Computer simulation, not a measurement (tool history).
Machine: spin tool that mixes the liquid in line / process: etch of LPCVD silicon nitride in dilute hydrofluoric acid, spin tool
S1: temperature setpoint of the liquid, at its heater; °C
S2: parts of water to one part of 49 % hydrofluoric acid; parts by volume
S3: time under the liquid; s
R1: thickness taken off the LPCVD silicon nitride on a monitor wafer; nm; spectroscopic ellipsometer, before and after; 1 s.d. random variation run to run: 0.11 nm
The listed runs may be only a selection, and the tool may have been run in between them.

run	hour	S1	S2	S3	R1
1	0.0	24.0	100	295	1.7732
2	4.3	24.0	100	295	1.7948
3	7.7	27.0	100	295	2.1572
4	14.7	27.0	85	295	2.6094
5	16.3	27.5	80	295	2.8701
6	20.6	29.0	80	295	3.0407

Run 7 has not been measured yet. What should we expect?
7	24.2	29.5	75	295	?

{"run 7": {"R1": 3.4465}}
